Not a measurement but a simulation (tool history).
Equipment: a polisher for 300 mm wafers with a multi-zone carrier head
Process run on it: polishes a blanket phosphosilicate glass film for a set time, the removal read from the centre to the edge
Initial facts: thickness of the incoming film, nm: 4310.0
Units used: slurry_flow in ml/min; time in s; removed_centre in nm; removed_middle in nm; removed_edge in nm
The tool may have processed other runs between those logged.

Run 1, hour 0.0: slurry_flow 120 ml/min, centre_zone 1.00, middle_zone 1.00, edge_zone 1.00, slurry_solids 1.00, time 40 s. Result: removed_centre 271.93 nm, removed_middle 279.30 nm, removed_edge 274.62 nm.
Run 2, hour 6.1: slurry_flow 135 ml/min, centre_zone 1.00, middle_zone 1.00, edge_zone 1.00, slurry_solids 1.00, time 40 s. Result: removed_centre 282.00 nm, removed_middle 289.04 nm, removed_edge 282.97 nm.
Run 3, hour 13.8: slurry_flow 135 ml/min, centre_zone 0.97, middle_zone 1.00, edge_zone 1.00, slurry_solids 1.00, time 40 s. Result: removed_centre 269.96 nm, removed_middle 289.45 nm, removed_edge 281.76 nm.
Run 4, hour 16.5: slurry_flow 130 ml/min, centre_zone 0.96, middle_zone 0.98, edge_zone 0.99, slurry_solids 0.95, time 40 s. Result: removed_centre 256.04 nm, removed_middle 272.31 nm, removed_edge 271.65 nm.
Run 5, hour 22.6: slurry_flow 130 ml/min, centre_zone 0.96, middle_zone 0.98, edge_zone 1.07, slurry_solids 0.95, time 40 s. Result: removed_centre 257.14 nm, removed_middle 275.69 nm, removed_edge 279.65 nm.
Run 6, hour 25.5: slurry_flow 130 ml/min, centre_zone 0.96, middle_zone 0.90, edge_zone 1.07, slurry_solids 0.95, time 40 s. Result: removed_centre 259.58 nm, removed_middle 255.54 nm, removed_edge 283.73 nm.
Run 7, hour 31.3: slurry_flow 125 ml/min, centre_zone 0.96, middle_zone 0.89, edge_zone 1.05, slurry_solids 0.90, time 40 s. Result: removed_centre 239.40 nm, removed_middle 237.81 nm, removed_edge 270.96 nm.
Run 8, hour 32.3: slurry_flow 120 ml/min, centre_zone 0.97, middle_zone 0.89, edge_zone 1.03, slurry_solids 0.85, time 40 s. Result: removed_centre 242.43 nm, removed_middle 224.71 nm, removed_edge 247.87 nm.
Run 9, hour 35.8: slurry_flow 115 ml/min, centre_zone 0.95, middle_zone 0.88, edge_zone 1.01, slurry_solids 0.85, time 40 s. Result: removed_centre 228.52 nm, removed_middle 224.26 nm, removed_edge 252.33 nm.
Run 10, hour 40.1: slurry_flow 110 ml/min, centre_zone 0.95, middle_zone 0.87, edge_zone 1.00, slurry_solids 0.80, time 40 s. Result: removed_centre 212.79 nm, removed_middle 208.30 nm, removed_edge 229.91 nm.
Run 11, hour 44.0: slurry_flow 80 ml/min, centre_zone 0.92, middle_zone 0.81, edge_zone 1.01, slurry_solids 0.70, time 39 s. Result: removed_centre 157.27 nm, removed_middle 153.31 nm, removed_edge 192.03 nm.
Run 12, hour 52.0: slurry_flow 80 ml/min, centre_zone 0.92, middle_zone 0.81, edge_zone 1.00, slurry_solids 0.70, time 39 s. Result: removed_centre 158.80 nm, removed_middle 155.14 nm, removed_edge 188.56 nm.
Run 13, hour 58.4: slurry_flow 80 ml/min, centre_zone 0.92, middle_zone 0.81, edge_zone 0.99, slurry_solids 0.70, time 39 s. Result: removed_centre 160.34 nm, removed_middle 153.53 nm, removed_edge 188.55 nm.
Run 14, hour 59.5: slurry_flow 80 ml/min, centre_zone 0.92, middle_zone 0.81, edge_zone 0.98, slurry_solids 0.70, time 39 s. Result: removed_centre 158.05 nm, removed_middle 156.58 nm, removed_edge 184.85 nm.

Run 15, settings as shown, results not yet in. Your forecast:
Run 15, hour 66.7: slurry_flow 85 ml/min, centre_zone 0.93, middle_zone 0.81, edge_zone 0.97, slurry_solids 0.70, time 39 s. Result: removed_centre ?, removed_middle ?, removed_edge ?.

removed_centre: 165.15 nm
removed_middle: 153.85 nm
removed_edge: 186.03 nm
